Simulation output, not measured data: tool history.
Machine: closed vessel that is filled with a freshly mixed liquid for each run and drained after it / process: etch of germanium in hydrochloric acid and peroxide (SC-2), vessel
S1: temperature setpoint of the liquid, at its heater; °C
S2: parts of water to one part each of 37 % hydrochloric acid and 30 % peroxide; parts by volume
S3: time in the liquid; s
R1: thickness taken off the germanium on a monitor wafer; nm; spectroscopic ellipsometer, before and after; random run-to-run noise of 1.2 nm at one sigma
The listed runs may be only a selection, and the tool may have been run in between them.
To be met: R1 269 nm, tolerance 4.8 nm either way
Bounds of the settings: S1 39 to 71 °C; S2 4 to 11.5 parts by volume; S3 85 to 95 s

run  hour    S1   S2  S3      R1
  1     0    55  6.5  85  231.22
  2   5.9    55  6.5  95  256.24
  3  12.2    55  6.5  95  255.85
  4  20.7  51.5  6.5  95   230.1
  5  22.6  51.5  8.5  95  227.33
  6  27.1  51.5  8.5  85  201.39
  7    28  53.5  8.5  85  215.41
  8  36.8    55  8.5  85  225.69
  9  43.6    56  8.5  85  232.03
 10  44.5    57  8.5  85  239.33
 11  48.4    58  8.5  85  244.82
 12  49.2  58.5  8.5  85   251.2

Which of these 4 next moves meets every target?
  A    50    59  9.5  95   ?
  B    50  58.5  6.5  90   ?
  C    50  57.5    9  85   ?
  D    50  59.5  8.5  85   ?

move      R1
   A  279.95
   B  269.01
   C  240.75
   D  256.88
A: the result that was furthest off in the last run now lies on the other side of its target
B: each result inside its tolerance
C: further off than the last run
D: closes in on the targets versus the last run, not all within tolerance yet
Answer: B

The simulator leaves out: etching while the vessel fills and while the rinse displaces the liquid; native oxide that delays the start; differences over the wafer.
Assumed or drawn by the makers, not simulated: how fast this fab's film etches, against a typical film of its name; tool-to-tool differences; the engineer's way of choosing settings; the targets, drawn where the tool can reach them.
